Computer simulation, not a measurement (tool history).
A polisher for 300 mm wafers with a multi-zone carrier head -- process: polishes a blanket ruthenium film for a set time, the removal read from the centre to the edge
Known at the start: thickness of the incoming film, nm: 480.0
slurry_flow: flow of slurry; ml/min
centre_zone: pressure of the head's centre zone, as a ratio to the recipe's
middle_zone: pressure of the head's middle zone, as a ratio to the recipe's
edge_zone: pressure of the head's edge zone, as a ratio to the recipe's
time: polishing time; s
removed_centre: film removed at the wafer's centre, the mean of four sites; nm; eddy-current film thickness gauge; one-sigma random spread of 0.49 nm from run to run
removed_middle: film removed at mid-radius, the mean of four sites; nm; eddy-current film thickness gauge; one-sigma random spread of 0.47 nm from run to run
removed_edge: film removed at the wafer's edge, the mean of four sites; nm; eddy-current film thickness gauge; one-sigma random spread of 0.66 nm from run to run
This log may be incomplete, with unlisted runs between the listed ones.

run    day  slurry_flow  centre_zone  middle_zone  edge_zone  time  removed_centre  removed_middle  removed_edge
  1  0.000          175         1.00         1.00       1.00    72          73.990          72.809        75.087
  2  0.312          175         1.00         1.00       1.00    55          56.785          56.300        58.332
  3  0.638          170         0.99         1.00       0.97    54          53.711          54.384        57.261
  4  0.929          150         0.99         1.00       0.97    54          51.796          53.258        55.011
  5  1.062          150         1.00         1.01       0.95    54          53.350          53.373        54.196
  6  1.421          145         1.00         1.02       0.94    54          52.621          53.124        53.900
  7  1.629          140         1.00         1.03       0.93    54          52.709          53.442        54.606
  8  1.704          175         0.99         1.08       0.83    48          48.447          52.106        46.785
  9  2.017          180         0.99         1.08       0.85    48          48.601          52.035        47.799
 10  2.112          185         0.99         1.08       0.86    48          48.914          52.603        47.600
     2.438  -- edge zone pressure recalibrated
 11  2.438          185         0.99         1.08       0.87    48          49.757          52.013        46.713
 12  2.675          195         0.94         1.05       0.94    52          50.975          56.624        54.234
 13  2.829          190         0.95         1.05       0.93    52          51.524          55.860        52.272

Predict the results of run 14:
 14  3.079          190         0.95         1.05       0.92    52               ?               ?             ?

{"run 14": {"removed_centre": 51.755, "removed_middle": 55.696, "removed_edge": 52.583}}
